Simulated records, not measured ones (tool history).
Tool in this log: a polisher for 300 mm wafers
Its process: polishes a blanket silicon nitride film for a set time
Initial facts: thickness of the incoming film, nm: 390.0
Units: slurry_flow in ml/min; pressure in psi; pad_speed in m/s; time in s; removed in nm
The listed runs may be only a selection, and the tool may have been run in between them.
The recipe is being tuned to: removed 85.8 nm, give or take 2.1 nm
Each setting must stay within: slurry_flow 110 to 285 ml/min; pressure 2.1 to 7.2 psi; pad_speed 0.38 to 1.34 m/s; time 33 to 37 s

run,hour,slurry_flow,pressure,pad_speed,time,removed
1,0,180,4.6,0.86,37,77.076
2,4.9,180,4.6,0.86,33,68.759
3,6.6,195,4.9,0.86,33,75.048
4,12.3,195,4.9,0.86,33,73.733
5,16.9,195,4.9,0.86,33,73.881
6,23.3,165,4.9,0.86,33,72.494
7,31.8,180,5.1,0.86,33,76.263
8,40.4,190,5.3,0.86,33,80.037
9,41.3,190,5.3,0.86,33,78.788
10,44.7,195,5.4,0.86,33,81.477
11,48.6,200,5.5,0.86,33,82.778

Below are 4 possible settings for the next run. Only one of them brings all results inside the allowed miss of their targets. Which is it?
A,52.5,205,5.5,0.84,35,?
B,52.5,220,5.7,0.78,34,?
C,52.5,195,6.7,0.58,35,?
D,52.5,200,4,1.2,34,?

move,removed
A,85.807
B,81.926
C,76.969
D,81.194
A: every result within its allowed miss
B: further off than the last run
C: further off than the last run
D: further off than the last run
Correct choice: A, which meets every target
